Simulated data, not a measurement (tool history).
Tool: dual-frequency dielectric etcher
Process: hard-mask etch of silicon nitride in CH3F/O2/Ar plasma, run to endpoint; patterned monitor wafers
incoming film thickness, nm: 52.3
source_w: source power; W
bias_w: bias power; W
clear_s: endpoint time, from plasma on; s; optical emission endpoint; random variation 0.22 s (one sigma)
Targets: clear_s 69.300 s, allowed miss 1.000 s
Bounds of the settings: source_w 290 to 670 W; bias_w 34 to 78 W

{"run": 1, "day": 0.0, "source_w": 480, "bias_w": 56, "clear_s": 75.911}
{"run": 2, "day": 0.258, "source_w": 490, "bias_w": 56, "clear_s": 75.31}
{"run": 3, "day": 0.288, "source_w": 490, "bias_w": 48, "clear_s": 81.012}
{"run": 4, "day": 0.512, "source_w": 510, "bias_w": 48, "clear_s": 79.691}
{"run": 5, "day": 0.738, "source_w": 530, "bias_w": 48, "clear_s": 78.271}
{"run": 6, "day": 0.85, "source_w": 610, "bias_w": 48, "clear_s": 73.944}
{"run": 7, "day": 1.204, "source_w": 620, "bias_w": 48, "clear_s": 72.775}
{"run": 8, "day": 1.404, "source_w": 630, "bias_w": 48, "clear_s": 72.83}

Which of these 4 next moves meets every target?
{"run": "A", "day": 1.604, "source_w": 590, "bias_w": 51, "clear_s": "?"}
{"run": "B", "day": 1.604, "source_w": 590, "bias_w": 49, "clear_s": "?"}
{"run": "C", "day": 1.604, "source_w": 610, "bias_w": 54, "clear_s": "?"}
{"run": "D", "day": 1.604, "source_w": 620, "bias_w": 48, "clear_s": "?"}

move=A clear_s=72.266
move=B clear_s=73.609
move=C clear_s=69.395
move=D clear_s=72.721
A: nearer than the last run, and not there yet
B: further off than the last run
C: meets every target
D: as far off as the last run
Answer: C

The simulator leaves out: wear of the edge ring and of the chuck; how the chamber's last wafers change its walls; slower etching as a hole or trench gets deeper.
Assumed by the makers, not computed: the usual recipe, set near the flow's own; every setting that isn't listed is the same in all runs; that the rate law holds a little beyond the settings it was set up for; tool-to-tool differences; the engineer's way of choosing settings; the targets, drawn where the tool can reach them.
